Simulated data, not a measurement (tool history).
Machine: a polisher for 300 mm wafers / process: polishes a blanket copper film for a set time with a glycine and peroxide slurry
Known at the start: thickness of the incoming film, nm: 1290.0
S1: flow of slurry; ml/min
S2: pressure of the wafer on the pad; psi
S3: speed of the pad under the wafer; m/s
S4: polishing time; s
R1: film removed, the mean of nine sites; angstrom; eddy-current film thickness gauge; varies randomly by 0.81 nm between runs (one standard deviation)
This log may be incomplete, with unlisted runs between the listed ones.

run,hour,S1,S2,S3,S4,R1
1,0,215,2.5,1.1,43,2086.1
2,4.6,215,2.5,1.26,43,2322.3
3,8.6,210,2.3,1.18,43,2105.7
4,16.2,210,2.1,1.08,43,1788
5,20.6,255,2.1,1.08,43,1838.3
6,22,255,2.1,1.34,43,2220.3

Run 7 comes next. What will it give?
7,24.5,255,1.9,1.24,43,?

{"run 7": {"R1": 1897}}

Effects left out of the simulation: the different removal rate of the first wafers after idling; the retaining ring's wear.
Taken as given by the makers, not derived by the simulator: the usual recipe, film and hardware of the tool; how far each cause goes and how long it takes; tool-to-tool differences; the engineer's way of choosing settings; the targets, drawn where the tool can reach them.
